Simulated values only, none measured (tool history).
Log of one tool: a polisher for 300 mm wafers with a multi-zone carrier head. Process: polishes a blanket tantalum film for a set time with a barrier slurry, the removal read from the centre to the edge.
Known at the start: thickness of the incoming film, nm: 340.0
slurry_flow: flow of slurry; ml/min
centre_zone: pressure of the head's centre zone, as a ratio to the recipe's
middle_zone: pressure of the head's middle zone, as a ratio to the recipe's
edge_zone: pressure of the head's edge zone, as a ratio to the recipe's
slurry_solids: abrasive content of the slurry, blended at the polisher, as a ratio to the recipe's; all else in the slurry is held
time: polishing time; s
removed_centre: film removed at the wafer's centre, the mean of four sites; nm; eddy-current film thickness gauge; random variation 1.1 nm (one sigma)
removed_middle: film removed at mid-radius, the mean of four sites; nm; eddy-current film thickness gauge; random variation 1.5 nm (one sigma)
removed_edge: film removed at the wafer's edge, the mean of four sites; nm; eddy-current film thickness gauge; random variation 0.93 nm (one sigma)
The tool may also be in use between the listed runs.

{"run": 1, "hour": 0.0, "slurry_flow": 230, "centre_zone": 1, "middle_zone": 1, "edge_zone": 1, "slurry_solids": 1, "time": 70, "removed_centre": 125.14, "removed_middle": 131.04, "removed_edge": 127.15}
{"run": 2, "hour": 2.5, "slurry_flow": 230, "centre_zone": 0.93, "middle_zone": 1, "edge_zone": 1, "slurry_solids": 1, "time": 70, "removed_centre": 115.56, "removed_middle": 130.88, "removed_edge": 129.37}
{"run": 3, "hour": 9.6, "slurry_flow": 230, "centre_zone": 0.93, "middle_zone": 1, "edge_zone": 1, "slurry_solids": 1, "time": 56, "removed_centre": 94.191, "removed_middle": 102.52, "removed_edge": 102.73}
{"run": 4, "hour": 15.7, "slurry_flow": 230, "centre_zone": 0.87, "middle_zone": 1, "edge_zone": 1, "slurry_solids": 1, "time": 56, "removed_centre": 86.517, "removed_middle": 105.97, "removed_edge": 101.44}
{"run": 5, "hour": 19.4, "slurry_flow": 230, "centre_zone": 0.87, "middle_zone": 1, "edge_zone": 1.06, "slurry_solids": 1, "time": 56, "removed_centre": 87.707, "removed_middle": 103.33, "removed_edge": 105.33}
{"run": 6, "hour": 23.6, "slurry_flow": 235, "centre_zone": 0.9, "middle_zone": 1, "edge_zone": 1.05, "slurry_solids": 1, "time": 56, "removed_centre": 89.851, "removed_middle": 102.59, "removed_edge": 106.15}
{"run": 7, "hour": 25.2, "slurry_flow": 235, "centre_zone": 0.93, "middle_zone": 1, "edge_zone": 1.04, "slurry_solids": 1, "time": 56, "removed_centre": 95.777, "removed_middle": 102.95, "removed_edge": 105.64}
{"run": 8, "hour": 30.8, "slurry_flow": 245, "centre_zone": 0.95, "middle_zone": 1, "edge_zone": 1.03, "slurry_solids": 1, "time": 56, "removed_centre": 96.357, "removed_middle": 105.68, "removed_edge": 103.85}
{"run": 9, "hour": 33.5, "slurry_flow": 245, "centre_zone": 0.97, "middle_zone": 1, "edge_zone": 1.03, "slurry_solids": 1, "time": 56, "removed_centre": 97.935, "removed_middle": 105.05, "removed_edge": 105.83}
{"run": 10, "hour": 42.2, "slurry_flow": 245, "centre_zone": 0.99, "middle_zone": 1, "edge_zone": 1.02, "slurry_solids": 1, "time": 56, "removed_centre": 101.65, "removed_middle": 106.36, "removed_edge": 104.61}
{"run": 11, "hour": 49.9, "slurry_flow": 300, "centre_zone": 1.09, "middle_zone": 0.91, "edge_zone": 1.02, "slurry_solids": 1, "time": 56, "removed_centre": 112.55, "removed_middle": 100.96, "removed_edge": 105.93}
{"run": 12, "hour": 55.2, "slurry_flow": 300, "centre_zone": 1.1, "middle_zone": 0.91, "edge_zone": 1.02, "slurry_solids": 1, "time": 56, "removed_centre": 113.19, "removed_middle": 100.19, "removed_edge": 107.54}
{"run": 13, "hour": 60.4, "slurry_flow": 300, "centre_zone": 1.11, "middle_zone": 0.91, "edge_zone": 1.01, "slurry_solids": 1, "time": 56, "removed_centre": 115.19, "removed_middle": 101.14, "removed_edge": 103.8}
{"run": 14, "hour": 67.9, "slurry_flow": 300, "centre_zone": 1.12, "middle_zone": 0.91, "edge_zone": 1.01, "slurry_solids": 1, "time": 56, "removed_centre": 116.91, "removed_middle": 100.57, "removed_edge": 106.55}

The next listed run, before its measurement:
{"run": 15, "hour": 71.0, "slurry_flow": 300, "centre_zone": 1.13, "middle_zone": 0.91, "edge_zone": 1.01, "slurry_solids": 1, "time": 56, "removed_centre": "?", "removed_middle": "?", "removed_edge": "?"}

removed_centre: 118.64 nm
removed_middle: 98.383 nm
removed_edge: 104.91 nm
